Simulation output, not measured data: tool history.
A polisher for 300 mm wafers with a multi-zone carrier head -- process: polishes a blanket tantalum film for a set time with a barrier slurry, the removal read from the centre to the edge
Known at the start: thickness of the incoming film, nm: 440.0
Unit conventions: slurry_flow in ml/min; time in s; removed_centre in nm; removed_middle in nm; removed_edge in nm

run	hour	slurry_flow	centre_zone	middle_zone	edge_zone	slurry_solids	time	removed_centre	removed_middle	removed_edge
1	0.0	225	1.00	1.00	1.00	1.00	80	187.19	175.85	180.15
2	4.3	230	0.94	1.05	1.06	1.15	81	182.18	197.34	196.57
3	10.5	230	0.94	1.05	1.01	1.15	81	184.43	197.44	191.90
4	17.3	240	0.92	1.07	1.07	1.25	82	188.09	205.71	206.56
5	22.3	250	0.90	1.11	1.10	1.35	83	191.01	216.96	214.70
6	26.4	250	0.84	1.11	1.10	1.35	83	180.73	217.76	214.92

What will run 7 give?
7	29.1	255	0.83	1.13	1.12	1.40	84	?	?	?

Run 7 produced removed_centre 179.33 nm, removed_middle 225.63 nm, removed_edge 221.51 nm.
